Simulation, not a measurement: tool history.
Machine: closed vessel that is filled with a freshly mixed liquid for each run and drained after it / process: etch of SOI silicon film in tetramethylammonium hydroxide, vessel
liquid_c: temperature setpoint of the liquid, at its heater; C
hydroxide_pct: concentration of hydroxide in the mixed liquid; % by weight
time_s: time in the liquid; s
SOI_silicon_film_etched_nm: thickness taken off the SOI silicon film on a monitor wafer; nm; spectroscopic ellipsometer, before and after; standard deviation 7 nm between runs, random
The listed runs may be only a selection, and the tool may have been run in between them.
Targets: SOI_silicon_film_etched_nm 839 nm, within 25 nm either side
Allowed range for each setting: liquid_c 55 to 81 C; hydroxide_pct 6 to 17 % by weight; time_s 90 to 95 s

run  hour  liquid_c  hydroxide_pct  time_s  SOI_silicon_film_etched_nm
  1     0        68           11.5      90                      575.22
  2   5.6        68           13.5      90                      532.03
  3  10.5        68           13.5      95                      560.86
  4  16.8        68           13.5      95                      558.31
  5  24.7        69           13.5      95                      590.33
  6  33.8        70           13.5      95                      638.67
  7  37.4      70.5           13.5      95                      641.47
  8  42.9        71           13.5      95                      672.45
  9  47.1      71.5           13.5      95                      686.35
 10    48        72           13.5      95                       703.1

4 candidate next runs follow, results not yet known. Just one meets every target within its allowed miss. Identify it.
  A  48.9      76.5             14      95                           ?
  B  48.9        77           15.5      90                           ?
  C  48.9      77.5           16.5      95                           ?
  D  48.9        72           12.5      95                           ?

move  SOI_silicon_film_etched_nm
   A                      889.34
   B                       826.4
   C                      878.12
   D                      724.68
A: takes the biggest miss from the last run beyond its target
B: all results land within tolerance of their targets
C: takes the biggest miss from the last run beyond its target
D: an improvement on the last run, though not all results are within tolerance
The right move is B.

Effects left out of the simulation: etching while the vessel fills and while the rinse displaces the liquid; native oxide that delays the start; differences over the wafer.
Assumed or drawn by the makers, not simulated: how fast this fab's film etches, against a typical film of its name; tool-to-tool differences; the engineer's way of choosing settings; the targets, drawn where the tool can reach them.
